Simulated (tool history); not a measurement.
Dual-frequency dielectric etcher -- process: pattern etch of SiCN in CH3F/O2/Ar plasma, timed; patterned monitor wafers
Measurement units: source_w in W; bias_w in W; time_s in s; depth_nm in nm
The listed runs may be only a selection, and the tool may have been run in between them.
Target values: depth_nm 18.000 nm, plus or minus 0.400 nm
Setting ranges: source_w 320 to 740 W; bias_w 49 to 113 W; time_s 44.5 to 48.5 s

run  hour  source_w  bias_w  time_s  depth_nm
  1   0.0       530      81    48.5    21.881
  2   1.6       490      78    48.5    20.908
  3   7.6       550      78    48.5    21.880
  4  15.5       550      84    48.5    22.432
  5  20.4       620      84    48.5    23.372
  6  25.1       570      79    48.0    21.927
  7  29.0       530      76    48.0    20.906
  8  38.0       500      74    48.0    20.229
  9  40.4       470      73    48.0    19.722
 10  47.8       450      72    48.0    19.193
 11  50.8       440      72    48.0    19.112
 12  51.4       430      72    48.0    18.920
 13  55.6       420      72    48.0    18.807
 14  56.8       410      72    48.0    18.507

Which single option among these 5 for the next run brings every result within its allowed miss of target? Just one does.
  A  58.0       370      81    44.5         ?
  B  58.0       420      75    48.5         ?
  C  58.0       400      72    44.5         ?
  D  58.0       450      67    46.5         ?
  E  58.0       460      71    48.5         ?

move  depth_nm
   A    17.460
   B    19.351
   C    17.093
   D    18.147
   E    19.594
A: the result that was furthest off in the last run now lies on the other side of its target
B: misses by more than the last run did
C: the result that was furthest off in the last run now lies on the other side of its target
D: all results land within tolerance of their targets
E: misses by more than the last run did
D is the move that brings every result within its allowed miss.

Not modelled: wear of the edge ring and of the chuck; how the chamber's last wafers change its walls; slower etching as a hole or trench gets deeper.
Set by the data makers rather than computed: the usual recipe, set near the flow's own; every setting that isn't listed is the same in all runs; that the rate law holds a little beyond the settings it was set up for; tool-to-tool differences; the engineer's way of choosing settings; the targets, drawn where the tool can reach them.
